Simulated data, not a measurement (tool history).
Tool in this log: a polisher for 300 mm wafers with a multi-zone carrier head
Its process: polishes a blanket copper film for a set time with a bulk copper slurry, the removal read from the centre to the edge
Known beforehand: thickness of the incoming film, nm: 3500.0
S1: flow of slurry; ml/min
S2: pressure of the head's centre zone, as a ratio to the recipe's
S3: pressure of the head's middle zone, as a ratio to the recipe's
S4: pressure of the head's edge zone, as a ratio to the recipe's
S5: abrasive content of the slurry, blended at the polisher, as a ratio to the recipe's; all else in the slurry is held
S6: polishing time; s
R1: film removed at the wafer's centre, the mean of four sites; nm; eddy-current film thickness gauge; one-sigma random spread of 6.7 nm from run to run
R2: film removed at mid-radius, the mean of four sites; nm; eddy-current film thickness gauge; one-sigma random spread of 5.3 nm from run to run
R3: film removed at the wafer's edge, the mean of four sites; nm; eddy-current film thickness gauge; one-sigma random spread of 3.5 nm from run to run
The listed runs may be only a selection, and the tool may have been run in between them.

Run 1, day 0.000: S1 160 ml/min, S2 1.00, S3 1.00, S4 1.00, S5 1.00, S6 61 s. Result: R1 622.28 nm, R2 598.90 nm, R3 622.01 nm.
Run 2, day 0.325: S1 150 ml/min, S2 1.00, S3 0.99, S4 0.98, S5 1.00, S6 61 s. Result: R1 596.60 nm, R2 587.34 nm, R3 613.47 nm.
Run 3, day 0.483: S1 145 ml/min, S2 1.02, S3 0.98, S4 0.95, S5 0.95, S6 61 s. Result: R1 611.13 nm, R2 575.25 nm, R3 603.02 nm.
Run 4, day 0.850: S1 145 ml/min, S2 0.94, S3 0.98, S4 0.95, S5 0.95, S6 61 s. Result: R1 554.52 nm, R2 582.19 nm, R3 594.23 nm.
Run 5, day 0.983: S1 145 ml/min, S2 0.94, S3 1.04, S4 0.95, S5 0.95, S6 61 s. Result: R1 565.57 nm, R2 610.59 nm, R3 604.97 nm.
Run 6, day 1.246: S1 145 ml/min, S2 0.94, S3 1.00, S4 0.95, S5 0.95, S6 61 s. Result: R1 556.87 nm, R2 595.46 nm, R3 600.09 nm.
Run 7, day 1.617: S1 140 ml/min, S2 0.96, S3 0.98, S4 0.93, S5 0.90, S6 61 s. Result: R1 552.62 nm, R2 572.90 nm, R3 590.26 nm.
Run 8, day 1.762: S1 120 ml/min, S2 1.06, S3 0.94, S4 0.83, S5 0.85, S6 61 s. Result: R1 593.81 nm, R2 532.67 nm, R3 536.60 nm.

Expected results for the next run?
Run 9, day 2.029: S1 120 ml/min, S2 1.05, S3 0.94, S4 0.84, S5 0.85, S6 61 s. Result: R1 ?, R2 ?, R3 ?.

R1: 602.90 nm
R2: 529.05 nm
R3: 541.95 nm

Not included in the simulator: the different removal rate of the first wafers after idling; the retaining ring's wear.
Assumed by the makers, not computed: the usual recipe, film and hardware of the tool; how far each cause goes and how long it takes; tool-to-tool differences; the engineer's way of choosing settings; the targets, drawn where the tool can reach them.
